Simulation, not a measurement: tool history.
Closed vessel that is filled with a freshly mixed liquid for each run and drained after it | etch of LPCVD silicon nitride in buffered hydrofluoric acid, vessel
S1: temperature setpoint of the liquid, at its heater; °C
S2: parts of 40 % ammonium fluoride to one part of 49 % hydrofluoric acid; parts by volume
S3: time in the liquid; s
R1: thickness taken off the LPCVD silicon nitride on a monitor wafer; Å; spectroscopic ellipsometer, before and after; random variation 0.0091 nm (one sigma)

run	hour	S1	S2	S3	R1
1	0.0	25.0	8.5	100	16.144
2	8.0	22.0	8.5	100	13.633
3	13.1	24.0	8.5	100	15.405
4	14.0	23.0	8.5	100	14.527
5	18.9	22.5	8.5	100	14.184
6	21.7	22.5	8.5	100	13.945
7	26.6	22.0	8.5	100	13.737

The next listed run, before its measurement:
8	32.5	21.5	8.5	100	?

Run 8 gave R1 13.400 Å.
